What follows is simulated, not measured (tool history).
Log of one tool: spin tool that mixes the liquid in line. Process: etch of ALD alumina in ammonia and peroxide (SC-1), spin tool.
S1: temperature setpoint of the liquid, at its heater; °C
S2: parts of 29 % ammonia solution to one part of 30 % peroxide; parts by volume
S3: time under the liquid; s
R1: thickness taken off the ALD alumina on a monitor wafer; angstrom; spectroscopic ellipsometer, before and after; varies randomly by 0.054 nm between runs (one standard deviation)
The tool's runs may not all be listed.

{"run": 1, "day": 0.0, "S1": 56.0, "S2": 0.45, "S3": 45, "R1": 33.516}
{"run": 2, "day": 0.112, "S1": 58.0, "S2": 0.45, "S3": 45, "R1": 38.049}
{"run": 3, "day": 0.158, "S1": 59.5, "S2": 0.45, "S3": 45, "R1": 39.849}
{"run": 4, "day": 0.404, "S1": 61.0, "S2": 0.45, "S3": 45, "R1": 43.276}
{"run": 5, "day": 0.525, "S1": 63.5, "S2": 0.45, "S3": 45, "R1": 49.984}
{"run": 6, "day": 0.829, "S1": 63.5, "S2": 0.45, "S3": 45, "R1": 49.395}
{"run": 7, "day": 1.196, "S1": 64.0, "S2": 0.45, "S3": 45, "R1": 51.357}

For run 8, what comes out?
{"run": 8, "day": 1.542, "S1": 64.5, "S2": 0.45, "S3": 45, "R1": "?"}

R1: 51.785 angstrom

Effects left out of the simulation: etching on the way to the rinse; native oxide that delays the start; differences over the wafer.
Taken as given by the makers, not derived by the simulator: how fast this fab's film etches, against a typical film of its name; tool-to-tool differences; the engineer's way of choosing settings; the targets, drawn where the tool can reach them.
